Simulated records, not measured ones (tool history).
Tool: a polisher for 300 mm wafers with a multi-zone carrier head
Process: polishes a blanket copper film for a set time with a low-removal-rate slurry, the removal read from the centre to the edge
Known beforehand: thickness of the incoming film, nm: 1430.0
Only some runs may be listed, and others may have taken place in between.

run	hour	flow of slurry (ml/min)	pressure of the head's centre zone	pressure of the head's middle zone	pressure of the head's edge zone	abrasive content of the slurry	polishing time (s)	film removed at the wafer's centre (nm)	film removed at mid-radius (nm)	film removed at the wafer's edge (nm)
1	0	255	1	1	1	1	55	180.19	175.76	178.82
2	6.7	235	1	1	1	1	55	177.38	172.75	178.84
3	13.4	235	1	0.98	0.99	0.95	55	176.22	170.38	179.87
4	15.1	240	1.01	0.97	0.99	0.9	54	172.21	166.45	174.83
5	16.6	240	1.02	0.95	0.99	0.85	53	166.31	155.04	166.75
6	19.4	240	1.02	0.94	0.99	0.85	53	170.12	156.24	163.79
7	23.8	210	0.96	0.84	1.04	0.7	52	145.98	130.28	158.49

Predict the results of run 8:
8	31.2	215	0.97	0.85	1.03	0.7	52	?	?	?

Run 8 yielded film removed at the wafer's centre (nm) 145.72, film removed at mid-radius (nm) 134.55, film removed at the wafer's edge (nm) 158.02.

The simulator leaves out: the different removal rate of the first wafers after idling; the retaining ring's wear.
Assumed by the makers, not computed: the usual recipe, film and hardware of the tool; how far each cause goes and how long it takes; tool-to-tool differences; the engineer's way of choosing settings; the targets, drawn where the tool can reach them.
